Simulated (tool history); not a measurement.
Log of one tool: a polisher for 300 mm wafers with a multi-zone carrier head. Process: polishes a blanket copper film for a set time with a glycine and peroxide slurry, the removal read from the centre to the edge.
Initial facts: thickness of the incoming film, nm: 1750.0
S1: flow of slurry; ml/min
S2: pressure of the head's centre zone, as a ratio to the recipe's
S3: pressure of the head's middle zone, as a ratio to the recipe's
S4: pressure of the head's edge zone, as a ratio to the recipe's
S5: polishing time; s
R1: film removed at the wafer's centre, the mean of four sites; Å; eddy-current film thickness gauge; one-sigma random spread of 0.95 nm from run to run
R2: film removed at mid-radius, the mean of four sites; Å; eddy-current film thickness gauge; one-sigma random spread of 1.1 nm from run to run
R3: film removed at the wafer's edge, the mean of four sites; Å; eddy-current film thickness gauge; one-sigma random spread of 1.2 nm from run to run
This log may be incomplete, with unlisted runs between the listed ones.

run 1 day=0 | S1=215 S2=1 S3=1 S4=1 S5=41 | R1=1737.2 R2=1684.4 R3=1673
run 2 day=0.146 | S1=215 S2=0.99 S3=1.01 S4=0.97 S5=38 | R1=1549.9 R2=1570.3 R3=1504.4
run 3 day=0.292 | S1=215 S2=0.98 S3=1.01 S4=0.94 S5=36 | R1=1473.5 R2=1502.6 R3=1452.2
run 4 day=0.529 | S1=180 S2=0.98 S3=1.01 S4=0.94 S5=36 | R1=1419 R2=1447.3 R3=1391.1
run 5 day=0.721 | S1=180 S2=0.98 S3=1.01 S4=0.94 S5=42 | R1=1653.4 R2=1696.2 R3=1618.5
run 6 day=0.75 | S1=180 S2=0.94 S3=1.01 S4=0.94 S5=42 | R1=1610.2 R2=1695.5 R3=1634.9

What will run 7 give?
run 7 day=0.879 | S1=175 S2=0.95 S3=1.02 S4=0.92 S5=39 | R1=? R2=? R3=?

Logged for run 7: R1 1489.8 Å, R2 1600.7 Å, R3 1466.7 Å.
